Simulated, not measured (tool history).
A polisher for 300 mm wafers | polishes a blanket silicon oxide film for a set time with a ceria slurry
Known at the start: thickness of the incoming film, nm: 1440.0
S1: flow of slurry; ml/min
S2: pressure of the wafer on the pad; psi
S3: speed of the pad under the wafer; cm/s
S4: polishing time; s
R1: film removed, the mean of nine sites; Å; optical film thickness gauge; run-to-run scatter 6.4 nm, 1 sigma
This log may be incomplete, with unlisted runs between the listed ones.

| run | hour | S1 | S2 | S3 | S4 | R1 |
|---|---|---|---|---|---|---|
| 1 | 0.0 | 315 | 2.8 | 132 | 71 | 2977.2 |
| 2 | 6.2 | 315 | 3.1 | 134 | 71 | 3320.0 |
| 3 | 10.5 | 315 | 3.4 | 136 | 71 | 3612.4 |
| 4 | 11.1 | 315 | 3.6 | 138 | 71 | 4065.4 |
| 5 | 16.7 | 315 | 3.7 | 138 | 71 | 4130.8 |
| 6 | 18.7 | 315 | 3.8 | 138 | 71 | 4207.0 |

Estimate the outcome of run 7 from the log above:
| 7 | 22.5 | 315 | 3.9 | 138 | 71 | ? |

R1: 4234.1 Å
